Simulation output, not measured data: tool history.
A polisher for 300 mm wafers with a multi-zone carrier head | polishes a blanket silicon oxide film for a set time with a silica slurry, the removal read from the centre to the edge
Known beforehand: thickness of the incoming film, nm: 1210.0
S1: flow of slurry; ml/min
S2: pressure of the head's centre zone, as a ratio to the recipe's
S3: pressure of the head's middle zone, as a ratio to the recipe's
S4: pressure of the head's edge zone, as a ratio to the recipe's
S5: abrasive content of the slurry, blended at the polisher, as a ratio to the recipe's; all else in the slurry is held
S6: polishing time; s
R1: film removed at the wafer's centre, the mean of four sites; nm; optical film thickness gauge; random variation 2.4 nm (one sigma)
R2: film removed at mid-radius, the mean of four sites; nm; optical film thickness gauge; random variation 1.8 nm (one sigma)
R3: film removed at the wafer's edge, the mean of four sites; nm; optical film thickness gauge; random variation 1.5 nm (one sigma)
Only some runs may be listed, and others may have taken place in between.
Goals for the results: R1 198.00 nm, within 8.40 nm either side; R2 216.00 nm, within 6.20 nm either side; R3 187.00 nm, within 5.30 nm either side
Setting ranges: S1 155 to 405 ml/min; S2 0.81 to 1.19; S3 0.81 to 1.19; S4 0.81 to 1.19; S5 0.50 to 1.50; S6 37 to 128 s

| run | hour | S1 | S2 | S3 | S4 | S5 | S6 | R1 | R2 | R3 |
|---|---|---|---|---|---|---|---|---|---|---|
| 1 | 0.0 | 260 | 1.00 | 1.00 | 1.00 | 1.00 | 82 | 223.37 | 219.85 | 223.82 |
| 2 | 2.0 | 255 | 0.99 | 1.02 | 0.95 | 0.95 | 82 | 209.67 | 218.23 | 209.06 |
| 3 | 6.3 | 245 | 0.99 | 1.03 | 0.91 | 0.95 | 82 | 217.64 | 218.83 | 200.55 |
| 4 | 8.0 | 245 | 0.99 | 1.03 | 0.91 | 0.95 | 62 | 162.05 | 166.32 | 153.71 |
| 5 | 13.0 | 245 | 0.99 | 1.03 | 0.91 | 0.95 | 81 | 208.56 | 216.85 | 200.44 |
| 6 | 16.8 | 235 | 0.98 | 1.04 | 0.89 | 0.95 | 81 | 211.86 | 217.38 | 198.74 |
| 7 | 19.8 | 240 | 0.97 | 1.05 | 0.87 | 0.95 | 81 | 208.89 | 215.72 | 194.75 |
| 8 | 26.5 | 240 | 0.96 | 1.06 | 0.86 | 0.95 | 81 | 205.13 | 221.95 | 197.26 |
| 9 | 31.4 | 235 | 0.96 | 1.06 | 0.85 | 0.95 | 81 | 201.54 | 222.53 | 190.25 |
| 10 | 39.2 | 230 | 0.96 | 1.05 | 0.85 | 0.95 | 81 | 203.22 | 217.70 | 192.11 |

Consider the 4 candidate settings below. Which is the only one whose results all fall within their allowed miss of target?
| A | 47.0 | 205 | 0.97 | 1.08 | 0.84 | 0.60 | 118 | ? | ? | ? |
| B | 47.0 | 165 | 1.08 | 1.14 | 0.81 | 1.05 | 75 | ? | ? | ? |
| C | 47.0 | 195 | 1.06 | 1.05 | 0.81 | 0.95 | 81 | ? | ? | ? |
| D | 47.0 | 260 | 1.04 | 1.06 | 0.81 | 0.90 | 83 | ? | ? | ? |

| move | R1 | R2 | R3 |
|---|---|---|---|
| A | 197.39 | 218.50 | 188.63 |
| B | 208.98 | 218.20 | 178.72 |
| C | 215.40 | 213.01 | 185.91 |
| D | 218.47 | 221.06 | 189.43 |
A: meets every target
B: the result that was furthest off in the last run now lies on the other side of its target
C: brings the result that was furthest off to its target, and leaves another outside
D: brings the result that was furthest off to its target, and leaves another outside
So the answer is move A, the one that meets all the targets.
